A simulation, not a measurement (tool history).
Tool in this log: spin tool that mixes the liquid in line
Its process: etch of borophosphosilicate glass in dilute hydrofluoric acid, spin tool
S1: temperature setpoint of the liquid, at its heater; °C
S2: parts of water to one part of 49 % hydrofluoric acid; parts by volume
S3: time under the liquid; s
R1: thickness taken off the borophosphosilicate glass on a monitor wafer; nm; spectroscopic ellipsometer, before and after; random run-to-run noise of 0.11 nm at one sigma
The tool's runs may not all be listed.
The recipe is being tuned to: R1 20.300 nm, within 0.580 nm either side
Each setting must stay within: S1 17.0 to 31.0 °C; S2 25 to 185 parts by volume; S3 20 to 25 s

{"run": 1, "hour": 0.0, "S1": 23.0, "S2": 105, "S3": 25, "R1": 11.576}
{"run": 2, "hour": 4.1, "S1": 24.0, "S2": 100, "S3": 25, "R1": 12.772}
{"run": 3, "hour": 10.5, "S1": 24.0, "S2": 85, "S3": 25, "R1": 15.269}
{"run": 4, "hour": 16.8, "S1": 24.0, "S2": 50, "S3": 25, "R1": 27.065}
{"hour": 18.0, "done": "hydrofluoric acid flow meter replaced"}
{"run": 5, "hour": 18.0, "S1": 27.5, "S2": 50, "S3": 25, "R1": 29.426}
{"run": 6, "hour": 21.4, "S1": 26.5, "S2": 50, "S3": 25, "R1": 28.137}
{"run": 7, "hour": 26.5, "S1": 25.0, "S2": 50, "S3": 25, "R1": 26.353}
{"run": 8, "hour": 33.5, "S1": 24.0, "S2": 50, "S3": 25, "R1": 25.576}
{"run": 9, "hour": 39.1, "S1": 23.0, "S2": 50, "S3": 25, "R1": 24.499}
{"run": 10, "hour": 40.4, "S1": 22.5, "S2": 50, "S3": 25, "R1": 23.798}
{"run": 11, "hour": 42.1, "S1": 22.0, "S2": 50, "S3": 25, "R1": 23.512}
{"run": 12, "hour": 51.0, "S1": 21.5, "S2": 50, "S3": 25, "R1": 23.163}

Next run, 5 choices. One meets every target within its allowed miss, the rest don't. Which?
{"run": "A", "hour": 59.9, "S1": 22.5, "S2": 45, "S3": 25, "R1": "?"}
{"run": "B", "hour": 59.9, "S1": 21.0, "S2": 50, "S3": 25, "R1": "?"}
{"run": "C", "hour": 59.9, "S1": 29.0, "S2": 55, "S3": 25, "R1": "?"}
{"run": "D", "hour": 59.9, "S1": 21.0, "S2": 45, "S3": 25, "R1": "?"}
{"run": "E", "hour": 59.9, "S1": 23.0, "S2": 60, "S3": 25, "R1": "?"}

move=A R1=26.614
move=B R1=22.350
move=C R1=27.958
move=D R1=24.987
move=E R1=19.991
A: further off than the last run
B: closer than the last run, but not yet in spec
C: further off than the last run
D: further off than the last run
E: each result inside its tolerance
Move E is the one to make.
